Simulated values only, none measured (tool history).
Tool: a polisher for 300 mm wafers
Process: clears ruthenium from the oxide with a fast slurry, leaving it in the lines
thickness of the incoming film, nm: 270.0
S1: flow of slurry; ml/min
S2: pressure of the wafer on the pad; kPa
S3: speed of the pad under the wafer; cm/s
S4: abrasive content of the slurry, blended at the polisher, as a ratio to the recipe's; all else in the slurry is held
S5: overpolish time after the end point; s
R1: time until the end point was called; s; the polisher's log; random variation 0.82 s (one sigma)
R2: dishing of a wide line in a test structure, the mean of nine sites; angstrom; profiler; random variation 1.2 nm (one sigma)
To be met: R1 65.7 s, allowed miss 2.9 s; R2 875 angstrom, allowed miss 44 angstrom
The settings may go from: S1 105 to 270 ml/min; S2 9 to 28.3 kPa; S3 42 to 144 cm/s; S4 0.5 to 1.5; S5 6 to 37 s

| run | day | S1 | S2 | S3 | S4 | S5 | R1 | R2 |
|---|---|---|---|---|---|---|---|---|
| 1 | 0 | 175 | 18.6 | 92 | 1 | 19 | 73.073 | 522.97 |
| 2 | 0.129 | 175 | 18.6 | 92 | 1 | 14 | 71.324 | 400.93 |
| 3 | 0.175 | 175 | 18.6 | 78 | 1 | 14 | 84.348 | 355.36 |
| 4 | 0.267 | 170 | 20 | 78 | 1 | 18 | 80.356 | 467.76 |
| 5 | 0.346 | 170 | 23.4 | 78 | 1 | 18 | 67.72 | 525.92 |
| 6 | 0.638 | 165 | 23.4 | 78 | 1 | 21 | 69.682 | 601.84 |
| 7 | 0.946 | 165 | 24.1 | 78 | 1 | 23 | 66.444 | 673.8 |
| 8 | 0.983 | 165 | 24.1 | 78 | 1 | 25 | 66.307 | 691.44 |

4 next moves are on the table. One of them brings every result within its allowed miss. Which?
| A | 1.021 | 105 | 28.3 | 66 | 1 | 37 | ? | ? |
| B | 1.021 | 140 | 25.5 | 70 | 0.95 | 36 | ? | ? |
| C | 1.021 | 105 | 21.4 | 100 | 1 | 33 | ? | ? |
| D | 1.021 | 205 | 22.8 | 72 | 0.95 | 37 | ? | ? |

| move | R1 | R2 |
|---|---|---|
| A | 73.08 | 879.13 |
| B | 72.58 | 866.28 |
| C | 66.443 | 867.12 |
| D | 73.824 | 872.78 |
A: brings the result that was furthest off to its target, and leaves another outside
B: brings the result that was furthest off to its target, and leaves another outside
C: meets every target
D: brings the result that was furthest off to its target, and leaves another outside
Move C is the one to make.
